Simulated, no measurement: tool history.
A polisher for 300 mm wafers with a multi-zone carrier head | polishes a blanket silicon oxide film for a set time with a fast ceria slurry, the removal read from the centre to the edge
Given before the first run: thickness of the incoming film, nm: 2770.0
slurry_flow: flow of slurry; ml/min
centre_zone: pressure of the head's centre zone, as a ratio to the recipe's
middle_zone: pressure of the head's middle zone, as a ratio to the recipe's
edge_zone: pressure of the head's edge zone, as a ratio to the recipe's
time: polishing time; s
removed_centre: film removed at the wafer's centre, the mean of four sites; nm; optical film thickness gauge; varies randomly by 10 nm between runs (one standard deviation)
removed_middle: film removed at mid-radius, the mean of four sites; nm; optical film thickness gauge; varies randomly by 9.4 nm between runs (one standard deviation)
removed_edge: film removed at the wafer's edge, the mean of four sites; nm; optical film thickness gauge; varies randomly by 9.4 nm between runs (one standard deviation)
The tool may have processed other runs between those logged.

run,hour,slurry_flow,centre_zone,middle_zone,edge_zone,time,removed_centre,removed_middle,removed_edge
1,0.0,295,1.00,1.00,1.00,40,857.81,853.21,857.68
2,4.1,295,1.00,1.00,1.00,45,995.33,985.33,958.57
3,9.8,300,1.01,1.00,1.01,45,978.76,975.03,966.56
4,10.4,300,1.03,1.00,1.01,45,1009.80,968.17,968.26
5,14.6,300,1.03,1.00,1.01,41,912.07,871.34,880.99
6,20.9,300,1.03,1.00,1.07,41,912.07,863.21,901.75

The next listed run, before its measurement:
7,27.6,305,1.05,1.02,1.09,42,?,?,?

{"run 7": {"removed_centre": 958.37, "removed_middle": 916.34, "removed_edge": 932.88}}
